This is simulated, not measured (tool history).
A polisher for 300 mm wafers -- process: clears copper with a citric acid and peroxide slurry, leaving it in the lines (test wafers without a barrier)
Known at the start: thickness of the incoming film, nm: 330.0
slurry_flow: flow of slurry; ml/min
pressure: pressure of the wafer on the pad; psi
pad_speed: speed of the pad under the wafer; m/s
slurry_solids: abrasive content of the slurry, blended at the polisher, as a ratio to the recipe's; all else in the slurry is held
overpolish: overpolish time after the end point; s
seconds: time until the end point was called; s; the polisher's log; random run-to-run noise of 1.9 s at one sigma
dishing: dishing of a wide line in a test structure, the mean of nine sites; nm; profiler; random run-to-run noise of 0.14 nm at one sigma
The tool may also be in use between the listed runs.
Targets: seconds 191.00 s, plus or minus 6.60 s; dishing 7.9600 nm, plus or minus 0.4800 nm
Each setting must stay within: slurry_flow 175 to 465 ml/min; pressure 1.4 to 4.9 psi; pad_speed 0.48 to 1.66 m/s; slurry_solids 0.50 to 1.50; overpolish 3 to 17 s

run	day	slurry_flow	pressure	pad_speed	slurry_solids	overpolish	seconds	dishing
1	0.000	295	3.1	1.06	1.00	9	145.53	15.1220
2	0.325	295	3.1	1.06	1.00	11	142.62	18.2950
3	0.667	295	3.7	1.06	1.00	11	121.44	21.4270
4	0.771	295	3.7	1.06	0.90	11	125.32	20.8640
5	0.854	330	3.7	1.06	0.90	11	122.36	20.4200
6	1.071	330	3.7	1.06	0.70	11	132.85	18.9620
7	1.433	340	3.4	1.06	0.70	10	142.64	16.8610
8	1.746	345	3.1	1.06	0.70	9	157.56	14.2110
9	1.988	350	3.0	1.06	0.70	8	161.86	12.5470
10	2.138	350	2.9	1.06	0.70	7	168.96	10.5130
11	2.225	350	2.8	1.06	0.70	7	174.21	10.3060
12	2.479	350	2.7	1.06	0.70	7	178.42	10.0870
13	2.654	350	2.6	1.06	0.70	7	184.84	9.2988

Consider the 5 candidate settings below. Which is the only one whose results all fall within their allowed miss of target?
A	2.829	330	2.5	1.12	0.75	8	?	?
B	2.829	410	2.0	1.34	0.75	8	?	?
C	2.829	350	2.8	1.18	0.50	8	?	?
D	2.829	360	2.7	1.00	0.65	9	?	?
E	2.829	400	2.4	1.02	0.85	6	?	?

move	seconds	dishing
A	181.03	11.3050
B	190.45	10.7320
C	175.54	11.6580
D	189.58	12.1080
E	191.40	8.1574
A: misses by more than the last run did
B: misses by more than the last run did
C: misses by more than the last run did
D: misses by more than the last run did
E: every result lands within tolerance
Correct choice: E, which meets every target
